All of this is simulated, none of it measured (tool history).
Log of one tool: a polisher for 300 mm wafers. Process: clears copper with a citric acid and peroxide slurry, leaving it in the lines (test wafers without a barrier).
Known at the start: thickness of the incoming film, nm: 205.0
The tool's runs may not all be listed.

| run | hour | flow of slurry (ml/min) | pressure of the wafer on the pad (kPa) | speed of the pad under the wafer (cm/s) | abrasive content of the slurry | overpolish time after the end point (s) | time until the end point was called (s) | dishing of a wide line in a test structure (Å) |
|---|---|---|---|---|---|---|---|---|
| 1 | 0 | 190 | 23.4 | 84 | 1 | 12 | 93.939 | 170.61 |
| 2 | 3.9 | 190 | 21.4 | 80 | 1 | 10 | 105.96 | 131.47 |
| 3 | 4.5 | 190 | 21.4 | 80 | 1 | 7 | 105.21 | 94.098 |
| 4 | 7.8 | 225 | 21.4 | 80 | 1 | 7 | 102.73 | 96.171 |
| 5 | 13.9 | 225 | 19.3 | 80 | 1 | 7 | 111.88 | 87.567 |
| 6 | 14.8 | 225 | 17.9 | 80 | 1 | 7 | 120.48 | 86.091 |

The next listed run, before its measurement:
| 7 | 21.6 | 225 | 17.2 | 80 | 1 | 6 | ? | ? |

{"run 7": {"time until the end point was called (s)": 122.27, "dishing of a wide line in a test structure (Å)": 71.095}}

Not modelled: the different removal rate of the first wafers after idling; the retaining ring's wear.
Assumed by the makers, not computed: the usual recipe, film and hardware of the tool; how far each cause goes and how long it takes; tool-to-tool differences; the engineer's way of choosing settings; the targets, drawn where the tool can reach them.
